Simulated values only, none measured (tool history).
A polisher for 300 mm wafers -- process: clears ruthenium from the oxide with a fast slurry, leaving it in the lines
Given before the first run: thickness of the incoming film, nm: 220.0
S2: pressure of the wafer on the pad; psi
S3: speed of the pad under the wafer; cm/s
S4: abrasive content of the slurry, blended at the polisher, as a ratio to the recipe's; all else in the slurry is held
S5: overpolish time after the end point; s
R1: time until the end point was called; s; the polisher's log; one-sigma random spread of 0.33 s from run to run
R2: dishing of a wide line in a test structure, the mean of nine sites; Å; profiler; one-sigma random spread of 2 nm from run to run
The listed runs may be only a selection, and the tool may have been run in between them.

{"run": 1, "hour": 0.0, "flow of slurry (ml/min)": 210, "S2": 2.9, "S3": 106, "S4": 1, "S5": 23, "R1": 60.102, "R2": 559.98}
{"run": 2, "hour": 1.0, "flow of slurry (ml/min)": 215, "S2": 3.4, "S3": 106, "S4": 1, "S5": 24, "R1": 51.83, "R2": 638.23}
{"run": 3, "hour": 2.1, "flow of slurry (ml/min)": 215, "S2": 3.4, "S3": 106, "S4": 1.15, "S5": 24, "R1": 49.049, "R2": 688.75}
{"run": 4, "hour": 9.6, "flow of slurry (ml/min)": 215, "S2": 3.4, "S3": 106, "S4": 1.15, "S5": 15, "R1": 48.631, "R2": 465.57}
{"run": 5, "hour": 15.9, "flow of slurry (ml/min)": 215, "S2": 3.4, "S3": 106, "S4": 1.15, "S5": 20, "R1": 48.563, "R2": 593.38}
{"run": 6, "hour": 21.1, "flow of slurry (ml/min)": 215, "S2": 3.4, "S3": 94, "S4": 1.15, "S5": 20, "R1": 54.869, "R2": 543.95}
{"run": 7, "hour": 27.7, "flow of slurry (ml/min)": 215, "S2": 3.7, "S3": 98, "S4": 1.15, "S5": 22, "R1": 49.224, "R2": 617.54}

Expected results for the next run?
{"run": 8, "hour": 35.9, "flow of slurry (ml/min)": 220, "S2": 3.9, "S3": 102, "S4": 1.15, "S5": 24, "R1": "?", "R2": "?"}

R1: 44.94 s
R2: 698.64 Å
